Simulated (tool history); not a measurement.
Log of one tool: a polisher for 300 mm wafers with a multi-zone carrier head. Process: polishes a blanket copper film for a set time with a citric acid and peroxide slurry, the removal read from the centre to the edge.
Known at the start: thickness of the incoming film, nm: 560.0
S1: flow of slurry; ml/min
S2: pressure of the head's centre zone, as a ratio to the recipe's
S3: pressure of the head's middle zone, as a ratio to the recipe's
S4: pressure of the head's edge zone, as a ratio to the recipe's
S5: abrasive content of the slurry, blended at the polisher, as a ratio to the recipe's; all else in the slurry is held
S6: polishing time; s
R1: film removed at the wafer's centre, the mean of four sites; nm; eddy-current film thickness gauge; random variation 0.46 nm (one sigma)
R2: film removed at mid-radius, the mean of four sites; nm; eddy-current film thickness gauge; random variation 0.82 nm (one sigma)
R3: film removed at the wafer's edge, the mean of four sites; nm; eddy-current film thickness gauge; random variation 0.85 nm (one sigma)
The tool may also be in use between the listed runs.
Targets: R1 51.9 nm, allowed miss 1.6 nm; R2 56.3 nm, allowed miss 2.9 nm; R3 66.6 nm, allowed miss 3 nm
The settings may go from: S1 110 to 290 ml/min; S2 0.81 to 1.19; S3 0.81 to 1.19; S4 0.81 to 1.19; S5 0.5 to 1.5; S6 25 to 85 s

run 1 hour=0 | S1=185 S2=1 S3=1 S4=1 S5=1 S6=55 | R1=79.701 R2=86.41 R3=86.023
run 2 hour=6.2 | S1=180 S2=0.98 S3=0.97 S4=1 S5=0.9 S6=54 | R1=73.476 R2=79.897 R3=82.792
run 3 hour=6.9 | S1=175 S2=0.97 S3=0.95 S4=0.99 S5=0.85 S6=53 | R1=69.769 R2=75.909 R3=78.899
run 4 hour=8.3 | S1=170 S2=0.96 S3=0.93 S4=0.99 S5=0.8 S6=52 | R1=67.619 R2=71.652 R3=75.694
-- hour=11.5 centre zone pressure recalibrated
run 5 hour=11.5 | S1=170 S2=0.96 S3=0.86 S4=0.99 S5=0.8 S6=52 | R1=73.585 R2=67.167 R3=75.414
run 6 hour=18.7 | S1=170 S2=0.96 S3=0.86 S4=0.99 S5=0.7 S6=52 | R1=71.25 R2=65.247 R3=73.089
run 7 hour=22.2 | S1=165 S2=0.93 S3=0.86 S4=1 S5=0.65 S6=52 | R1=67.86 R2=62.714 R3=73.331
run 8 hour=25.3 | S1=165 S2=0.93 S3=0.86 S4=1 S5=0.65 S6=52 | R1=66.767 R2=65.925 R3=73.21
run 9 hour=30.4 | S1=160 S2=0.91 S3=0.85 S4=1.01 S5=0.65 S6=51 | R1=64.878 R2=62.113 R3=72.381
run 10 hour=33.8 | S1=155 S2=0.89 S3=0.85 S4=1.01 S5=0.6 S6=51 | R1=60.722 R2=60.783 R3=69.544
run 11 hour=41.8 | S1=150 S2=0.88 S3=0.85 S4=1.02 S5=0.6 S6=51 | R1=60.607 R2=60.556 R3=68.874
run 12 hour=49.2 | S1=150 S2=0.88 S3=0.85 S4=1.02 S5=0.6 S6=51 | R1=60.79 R2=58.675 R3=69.036
run 13 hour=50.8 | S1=145 S2=0.87 S3=0.86 S4=1.03 S5=0.6 S6=51 | R1=58.404 R2=58.69 R3=67.405
run 14 hour=53.7 | S1=140 S2=0.86 S3=0.87 S4=1.05 S5=0.6 S6=51 | R1=58.217 R2=60.512 R3=69.251
run 15 hour=57.3 | S1=140 S2=0.85 S3=0.87 S4=1.06 S5=0.6 S6=51 | R1=57.807 R2=62.206 R3=69.261
run 16 hour=58 | S1=115 S2=0.81 S3=0.81 S4=1.11 S5=0.5 S6=49 | R1=47.278 R2=49.759 R3=63.5
run 17 hour=64.3 | S1=125 S2=0.81 S3=0.82 S4=1.11 S5=0.5 S6=49 | R1=48.907 R2=51.63 R3=64.377
run 18 hour=66.1 | S1=130 S2=0.81 S3=0.83 S4=1.11 S5=0.5 S6=49 | R1=49.49 R2=52.608 R3=64.981
run 19 hour=69 | S1=135 S2=0.81 S3=0.84 S4=1.11 S5=0.5 S6=49 | R1=50.712 R2=53.937 R3=65.641

5 next moves are on the table. One of them brings every result within its allowed miss. Which?
run A hour=71.9 | S1=120 S2=0.81 S3=0.87 S4=1.02 S5=0.5 S6=49 | R1=? R2=? R3=?
run B hour=71.9 | S1=115 S2=0.81 S3=0.82 S4=1.15 S5=0.5 S6=49 | R1=? R2=? R3=?
run C hour=71.9 | S1=135 S2=0.86 S3=0.81 S4=1.13 S5=0.5 S6=45 | R1=? R2=? R3=?
run D hour=71.9 | S1=125 S2=0.82 S3=0.81 S4=1.13 S5=0.6 S6=47 | R1=? R2=? R3=?
run E hour=71.9 | S1=130 S2=0.82 S3=0.87 S4=1.1 S5=0.55 S6=49 | R1=? R2=? R3=?

move=A R1=48.443 R2=55.194 R3=62.2
move=B R1=47.867 R2=52.035 R3=65.639
move=C R1=48.663 R2=49.05 R3=61.291
move=D R1=49.58 R2=52.564 R3=65.991
move=E R1=51.183 R2=57.447 R3=66.865
A: brings the result that was furthest off to its target, and leaves another outside
B: further off than the last run
C: further off than the last run
D: further off than the last run
E: meets every target
Answer: E
